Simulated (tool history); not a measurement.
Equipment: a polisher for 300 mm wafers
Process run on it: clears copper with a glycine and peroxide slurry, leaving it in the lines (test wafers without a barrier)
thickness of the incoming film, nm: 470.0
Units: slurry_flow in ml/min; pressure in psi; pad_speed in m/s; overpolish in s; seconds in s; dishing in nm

run,hour,slurry_flow,pressure,pad_speed,overpolish,seconds,dishing
1,0.0,160,2.0,0.98,9,105.180,29.0020
2,6.6,160,2.0,1.14,9,96.590,31.8960
3,10.2,160,2.0,1.14,12,97.623,39.9380
4,11.7,160,2.0,1.36,12,85.342,42.6050
5,13.0,130,2.0,1.36,12,88.961,41.7710
6,18.3,130,2.0,1.36,10,88.400,35.7940
7,26.3,125,1.7,1.40,8,93.880,28.6920
8,27.4,120,1.5,1.40,7,99.675,23.4420
9,30.8,115,1.4,1.40,6,103.890,20.1280
10,37.6,95,0.9,1.50,3,122.300,9.1269

Run 11 has not been measured yet. What should we expect?
11,40.1,95,1.0,1.52,3,?,?

Logged for run 11: seconds 114.510 s, dishing 9.5263 nm.
